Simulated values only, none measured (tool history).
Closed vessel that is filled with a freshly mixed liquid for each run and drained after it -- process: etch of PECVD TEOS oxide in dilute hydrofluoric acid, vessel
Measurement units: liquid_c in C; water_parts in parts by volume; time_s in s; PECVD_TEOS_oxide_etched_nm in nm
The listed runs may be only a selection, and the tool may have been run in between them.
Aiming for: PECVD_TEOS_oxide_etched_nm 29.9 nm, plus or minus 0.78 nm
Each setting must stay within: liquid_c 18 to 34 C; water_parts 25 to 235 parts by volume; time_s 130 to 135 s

{"run": 1, "hour": 0.0, "liquid_c": 26, "water_parts": 130, "time_s": 130, "PECVD_TEOS_oxide_etched_nm": 25.732}
{"run": 2, "hour": 4.0, "liquid_c": 27, "water_parts": 130, "time_s": 130, "PECVD_TEOS_oxide_etched_nm": 26.434}
{"run": 3, "hour": 8.9, "liquid_c": 27, "water_parts": 85, "time_s": 130, "PECVD_TEOS_oxide_etched_nm": 42.643}
{"run": 4, "hour": 12.0, "liquid_c": 27, "water_parts": 50, "time_s": 130, "PECVD_TEOS_oxide_etched_nm": 76.269}
{"run": 5, "hour": 19.4, "liquid_c": 30, "water_parts": 50, "time_s": 130, "PECVD_TEOS_oxide_etched_nm": 86.507}
{"run": 6, "hour": 21.2, "liquid_c": 30, "water_parts": 50, "time_s": 130, "PECVD_TEOS_oxide_etched_nm": 84.848}
{"hour": 22.5, "done": "hydrofluoric acid flow meter replaced"}
{"run": 7, "hour": 22.5, "liquid_c": 28, "water_parts": 55, "time_s": 130, "PECVD_TEOS_oxide_etched_nm": 65.092}
{"run": 8, "hour": 27.0, "liquid_c": 24, "water_parts": 55, "time_s": 130, "PECVD_TEOS_oxide_etched_nm": 55.842}
{"run": 9, "hour": 28.7, "liquid_c": 23, "water_parts": 60, "time_s": 130, "PECVD_TEOS_oxide_etched_nm": 48.756}
{"run": 10, "hour": 30.8, "liquid_c": 19, "water_parts": 85, "time_s": 130, "PECVD_TEOS_oxide_etched_nm": 27.994}

5 next moves are on the table. One of them brings every result within its allowed miss. Which?
{"run": "A", "hour": 32.9, "liquid_c": 21, "water_parts": 90, "time_s": 135, "PECVD_TEOS_oxide_etched_nm": "?"}
{"run": "B", "hour": 32.9, "liquid_c": 18.5, "water_parts": 85, "time_s": 130, "PECVD_TEOS_oxide_etched_nm": "?"}
{"run": "C", "hour": 32.9, "liquid_c": 20.5, "water_parts": 100, "time_s": 135, "PECVD_TEOS_oxide_etched_nm": "?"}
{"run": "D", "hour": 32.9, "liquid_c": 22.5, "water_parts": 105, "time_s": 130, "PECVD_TEOS_oxide_etched_nm": "?"}
{"run": "E", "hour": 32.9, "liquid_c": 19, "water_parts": 90, "time_s": 130, "PECVD_TEOS_oxide_etched_nm": "?"}

move=A PECVD_TEOS_oxide_etched_nm=29.915
move=B PECVD_TEOS_oxide_etched_nm=27.652
move=C PECVD_TEOS_oxide_etched_nm=26.078
move=D PECVD_TEOS_oxide_etched_nm=25.782
move=E PECVD_TEOS_oxide_etched_nm=26.521
A: all results land within tolerance of their targets
B: further off than the last run
C: further off than the last run
D: further off than the last run
E: further off than the last run
Move A is the one to make.
